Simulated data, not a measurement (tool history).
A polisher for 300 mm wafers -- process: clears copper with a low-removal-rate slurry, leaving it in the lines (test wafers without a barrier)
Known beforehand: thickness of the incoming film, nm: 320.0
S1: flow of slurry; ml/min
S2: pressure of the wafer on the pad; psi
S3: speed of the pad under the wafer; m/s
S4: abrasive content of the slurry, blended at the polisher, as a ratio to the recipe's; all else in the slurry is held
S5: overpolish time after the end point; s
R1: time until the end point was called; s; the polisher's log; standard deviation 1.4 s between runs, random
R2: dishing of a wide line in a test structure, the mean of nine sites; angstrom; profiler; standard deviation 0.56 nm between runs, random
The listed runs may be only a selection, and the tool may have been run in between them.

run 1 day=0 | S1=285 S2=3.1 S3=0.88 S4=1 S5=18 | R1=115.08 R2=309.75
run 2 day=0.125 | S1=285 S2=3.1 S3=0.88 S4=1 S5=26 | R1=118.28 R2=404.39
run 3 day=0.25 | S1=285 S2=3.3 S3=0.88 S4=1 S5=23 | R1=107.75 R2=391.85
run 4 day=0.625 | S1=355 S2=3.3 S3=0.88 S4=1 S5=23 | R1=104.14 R2=382.62
run 5 day=0.65 | S1=355 S2=3.3 S3=0.88 S4=0.8 S5=23 | R1=111.27 R2=374.96
run 6 day=0.992 | S1=360 S2=3.4 S3=0.88 S4=0.8 S5=21 | R1=107.7 R2=360.05
run 7 day=1.054 | S1=365 S2=3.5 S3=0.88 S4=0.8 S5=19 | R1=106.02 R2=334.92
run 8 day=1.329 | S1=370 S2=3.6 S3=0.88 S4=0.8 S5=18 | R1=104.12 R2=340.91
run 9 day=1.5 | S1=375 S2=3.7 S3=0.9 S4=0.8 S5=16 | R1=97.305 R2=318.94
run 10 day=1.733 | S1=375 S2=3.8 S3=0.9 S4=0.8 S5=15 | R1=94.688 R2=314.65
run 11 day=2.088 | S1=375 S2=3.9 S3=0.9 S4=0.8 S5=14 | R1=92.64 R2=294.24
run 12 day=2.233 | S1=375 S2=4 S3=0.9 S4=0.8 S5=14 | R1=91.119 R2=320.9
run 13 day=2.362 | S1=375 S2=4.1 S3=0.9 S4=0.8 S5=13 | R1=89.547 R2=303.82
run 14 day=2.712 | S1=375 S2=4.2 S3=0.9 S4=0.8 S5=13 | R1=87.212 R2=303.49

Forecast run 15:
run 15 day=2.983 | S1=375 S2=4.3 S3=0.9 S4=0.8 S5=13 | R1=? R2=?

Run 15 yielded R1 85.019 s, R2 308.26 angstrom.
